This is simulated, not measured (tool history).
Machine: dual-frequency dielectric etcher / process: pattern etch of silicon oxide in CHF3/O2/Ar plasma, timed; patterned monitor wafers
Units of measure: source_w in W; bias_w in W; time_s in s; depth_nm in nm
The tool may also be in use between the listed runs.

| run | day | source_w | bias_w | time_s | depth_nm |
|---|---|---|---|---|---|
| 1 | 0 | 590 | 178 | 402.5 | 777.24 |
| 2 | 0.312 | 500 | 178 | 402.5 | 714.95 |
| 3 | 0.379 | 600 | 178 | 402.5 | 791.27 |
| 4 | 0.742 | 540 | 178 | 402.5 | 751.88 |
| 5 | 0.804 | 480 | 178 | 402.5 | 707.81 |
| 6 | 1.092 | 510 | 180 | 402.5 | 730.42 |
| 7 | 1.462 | 540 | 181 | 402.5 | 752.14 |
| 8 | 1.75 | 570 | 182 | 402.5 | 778.75 |
| 9 | 1.846 | 590 | 183 | 402.5 | 795.32 |
| 10 | 1.921 | 610 | 184 | 402.5 | 809.56 |

For run 11, what comes out?
| 11 | 2.192 | 620 | 185 | 402.5 | ? |

{"run 11": {"depth_nm": 808.53}}

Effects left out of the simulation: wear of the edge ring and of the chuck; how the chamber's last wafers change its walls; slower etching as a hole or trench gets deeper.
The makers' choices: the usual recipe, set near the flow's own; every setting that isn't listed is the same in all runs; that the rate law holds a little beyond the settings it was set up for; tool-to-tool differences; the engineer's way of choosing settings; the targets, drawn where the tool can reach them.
